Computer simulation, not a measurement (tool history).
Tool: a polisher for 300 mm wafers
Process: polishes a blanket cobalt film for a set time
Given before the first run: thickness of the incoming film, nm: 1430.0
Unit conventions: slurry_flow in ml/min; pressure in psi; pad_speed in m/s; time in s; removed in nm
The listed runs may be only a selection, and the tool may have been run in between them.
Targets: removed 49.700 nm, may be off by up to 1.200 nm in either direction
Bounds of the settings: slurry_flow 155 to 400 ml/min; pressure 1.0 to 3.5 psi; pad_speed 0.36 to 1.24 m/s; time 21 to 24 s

Run 1, day 0.000: slurry_flow 255 ml/min, pressure 2.2 psi, pad_speed 0.80 m/s, time 24 s. Result: removed 92.806 nm.
Run 2, day 0.067: slurry_flow 215 ml/min, pressure 2.2 psi, pad_speed 0.80 m/s, time 24 s. Result: removed 92.960 nm.
Run 3, day 0.171: slurry_flow 215 ml/min, pressure 1.8 psi, pad_speed 0.78 m/s, time 24 s. Result: removed 75.960 nm.
Run 4, day 0.350: slurry_flow 215 ml/min, pressure 2.2 psi, pad_speed 0.78 m/s, time 24 s. Result: removed 90.381 nm.
Run 5, day 0.392: slurry_flow 215 ml/min, pressure 2.0 psi, pad_speed 0.78 m/s, time 24 s. Result: removed 82.778 nm.
Run 6, day 0.658: slurry_flow 280 ml/min, pressure 2.0 psi, pad_speed 0.78 m/s, time 24 s. Result: removed 84.352 nm.
Run 7, day 0.746: slurry_flow 280 ml/min, pressure 1.7 psi, pad_speed 0.76 m/s, time 24 s. Result: removed 71.748 nm.
Run 8, day 0.900: slurry_flow 255 ml/min, pressure 1.1 psi, pad_speed 0.72 m/s, time 24 s. Result: removed 47.312 nm.
Run 9, day 0.988: slurry_flow 260 ml/min, pressure 1.1 psi, pad_speed 0.72 m/s, time 24 s. Result: removed 47.893 nm.
Run 10, day 1.079: slurry_flow 265 ml/min, pressure 1.1 psi, pad_speed 0.72 m/s, time 24 s. Result: removed 47.144 nm.

4 candidate next runs follow, results not yet known. Just one meets every target within its allowed miss. Identify it.
Run A, day 1.171: slurry_flow 230 ml/min, pressure 1.5 psi, pad_speed 0.62 m/s, time 23 s. Result: removed ?.
Run B, day 1.171: slurry_flow 250 ml/min, pressure 1.3 psi, pad_speed 0.58 m/s, time 24 s. Result: removed ?.
Run C, day 1.171: slurry_flow 270 ml/min, pressure 1.0 psi, pad_speed 0.78 m/s, time 22 s. Result: removed ?.
Run D, day 1.171: slurry_flow 240 ml/min, pressure 1.0 psi, pad_speed 0.94 m/s, time 22 s. Result: removed ?.

move  removed
   A   50.050
   B   43.771
   C   43.588
   D   51.871
A: all results in spec
B: further off than the last run
C: further off than the last run
D: takes the biggest miss from the last run beyond its target
Go with A: it meets all targets.
